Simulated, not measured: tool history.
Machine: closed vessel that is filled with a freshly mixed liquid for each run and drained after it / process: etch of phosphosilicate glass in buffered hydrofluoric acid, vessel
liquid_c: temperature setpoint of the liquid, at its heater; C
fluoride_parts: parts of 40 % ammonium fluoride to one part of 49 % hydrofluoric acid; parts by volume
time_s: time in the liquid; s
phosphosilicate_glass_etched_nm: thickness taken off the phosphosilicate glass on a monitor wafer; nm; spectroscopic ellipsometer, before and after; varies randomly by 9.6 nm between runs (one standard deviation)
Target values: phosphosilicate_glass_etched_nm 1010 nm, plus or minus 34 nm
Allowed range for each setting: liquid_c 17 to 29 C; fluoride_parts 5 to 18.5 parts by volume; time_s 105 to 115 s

| run | hour | liquid_c | fluoride_parts | time_s | phosphosilicate_glass_etched_nm |
|---|---|---|---|---|---|
| 1 | 0 | 21 | 11.5 | 105 | 467.43 |
| 2 | 5.2 | 23.5 | 10 | 105 | 614.36 |
| 3 | 11.7 | 20 | 10 | 105 | 509.96 |
| 4 | 18.7 | 20 | 12.5 | 105 | 405.95 |
| 5 | 26.4 | 20 | 12.5 | 115 | 454.52 |
|  | 28.8 | thermometer replaced |
| 6 | 28.8 | 20 | 9.5 | 115 | 640.72 |
| 7 | 30.1 | 22.5 | 9.5 | 115 | 732.27 |
| 8 | 32.7 | 24 | 9.5 | 115 | 795.79 |
| 9 | 38.7 | 25 | 9.5 | 115 | 835.3 |
| 10 | 47.2 | 26 | 9.5 | 115 | 874.85 |
| 11 | 55.5 | 27 | 9.5 | 115 | 919.68 |
| 12 | 58.7 | 27.5 | 9.5 | 115 | 964.75 |

Which single option among these 4 for the next run brings every result within its allowed miss of target? Just one does.
| A | 61.9 | 25 | 8 | 110 | ? |
| B | 61.9 | 26.5 | 8.5 | 115 | ? |
| C | 61.9 | 28 | 10.5 | 110 | ? |
| D | 61.9 | 26 | 8.5 | 110 | ? |

| move | phosphosilicate_glass_etched_nm |
|---|---|
| A | 954.95 |
| B | 1013.6 |
| C | 881.1 |
| D | 943.81 |
A: moves away from the targets compared with the last run
B: all results in spec
C: moves away from the targets compared with the last run
D: moves away from the targets compared with the last run
Go with B: it meets all targets.

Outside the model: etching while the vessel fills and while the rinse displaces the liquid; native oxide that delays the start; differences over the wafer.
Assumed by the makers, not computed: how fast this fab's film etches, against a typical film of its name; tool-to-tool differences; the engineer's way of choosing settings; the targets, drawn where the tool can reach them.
